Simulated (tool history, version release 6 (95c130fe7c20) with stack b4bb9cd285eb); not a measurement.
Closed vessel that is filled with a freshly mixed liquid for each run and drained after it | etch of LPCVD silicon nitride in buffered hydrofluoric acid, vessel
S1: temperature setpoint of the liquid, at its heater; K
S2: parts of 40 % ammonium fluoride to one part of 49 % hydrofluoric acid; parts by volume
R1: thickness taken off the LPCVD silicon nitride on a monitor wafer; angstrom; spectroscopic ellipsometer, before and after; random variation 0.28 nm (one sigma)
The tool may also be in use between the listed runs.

{"run": 1, "hour": 0.0, "S1": 298.15, "S2": 11.5, "time in the liquid (s)": 2460, "R1": 351.35}
{"run": 2, "hour": 8.4, "S1": 298.15, "S2": 13, "time in the liquid (s)": 2460, "R1": 311.05}
{"run": 3, "hour": 12.6, "S1": 299.65, "S2": 13, "time in the liquid (s)": 2460, "R1": 339.53}
{"run": 4, "hour": 15.9, "S1": 297.15, "S2": 13, "time in the liquid (s)": 2460, "R1": 297.81}
{"run": 5, "hour": 22.0, "S1": 299.65, "S2": 12.5, "time in the liquid (s)": 2460, "R1": 355.41}
{"run": 6, "hour": 27.1, "S1": 298.15, "S2": 12.5, "time in the liquid (s)": 2460, "R1": 325.76}
{"run": 7, "hour": 32.6, "S1": 300.65, "S2": 12.5, "time in the liquid (s)": 2460, "R1": 372.87}
{"run": 8, "hour": 39.9, "S1": 302.15, "S2": 12.5, "time in the liquid (s)": 2460, "R1": 402.71}
{"run": 9, "hour": 47.5, "S1": 303.15, "S2": 12.5, "time in the liquid (s)": 2460, "R1": 427.06}
{"run": 10, "hour": 49.1, "S1": 303.65, "S2": 12.5, "time in the liquid (s)": 2460, "R1": 438.6}
{"run": 11, "hour": 54.1, "S1": 304.15, "S2": 12.5, "time in the liquid (s)": 2460, "R1": 451.01}

The next listed run, before its measurement:
{"run": 12, "hour": 62.3, "S1": 304.65, "S2": 12.5, "time in the liquid (s)": 2460, "R1": "?"}

R1: 461.44 angstrom
